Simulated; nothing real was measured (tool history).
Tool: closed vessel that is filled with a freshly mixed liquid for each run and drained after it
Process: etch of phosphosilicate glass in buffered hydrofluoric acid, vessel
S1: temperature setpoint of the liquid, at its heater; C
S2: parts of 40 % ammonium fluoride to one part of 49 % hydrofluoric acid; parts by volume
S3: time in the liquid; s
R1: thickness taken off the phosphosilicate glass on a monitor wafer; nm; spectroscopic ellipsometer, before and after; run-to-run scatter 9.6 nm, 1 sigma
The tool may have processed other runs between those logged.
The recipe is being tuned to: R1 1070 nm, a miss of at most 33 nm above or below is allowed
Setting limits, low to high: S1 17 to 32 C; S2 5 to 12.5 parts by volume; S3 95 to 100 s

run 1 hour=0 | S1=25 S2=7.5 S3=95 | R1=972.04
run 2 hour=8.5 | S1=25 S2=7.5 S3=95 | R1=973.15
run 3 hour=11.8 | S1=25 S2=5.5 S3=95 | R1=1293.7
run 4 hour=16 | S1=25 S2=5.5 S3=95 | R1=1315
run 5 hour=18.6 | S1=25 S2=6.5 S3=95 | R1=1124.6
run 6 hour=25.3 | S1=27.5 S2=6.5 S3=95 | R1=1286.2
run 7 hour=28.8 | S1=27 S2=6.5 S3=95 | R1=1274.5
run 8 hour=37.2 | S1=26.5 S2=6.5 S3=95 | R1=1218
run 9 hour=40.6 | S1=26 S2=6.5 S3=95 | R1=1182.3
run 10 hour=47.2 | S1=25 S2=6.5 S3=95 | R1=1126

Exercise: of the 4 proposed moves below, exactly one satisfies all targets within the stated allowed misses. Which move is it?
run A hour=53.8 | S1=25.5 S2=7 S3=100 | R1=?
run B hour=53.8 | S1=25.5 S2=6.5 S3=100 | R1=?
run C hour=53.8 | S1=26.5 S2=7 S3=95 | R1=?
run D hour=53.8 | S1=25.5 S2=7.5 S3=100 | R1=?

move=A R1=1147.2
move=B R1=1223.4
move=C R1=1149.5
move=D R1=1065
A: lands further from the targets than the last run did
B: lands further from the targets than the last run did
C: lands further from the targets than the last run did
D: meets every target
D meets every target.

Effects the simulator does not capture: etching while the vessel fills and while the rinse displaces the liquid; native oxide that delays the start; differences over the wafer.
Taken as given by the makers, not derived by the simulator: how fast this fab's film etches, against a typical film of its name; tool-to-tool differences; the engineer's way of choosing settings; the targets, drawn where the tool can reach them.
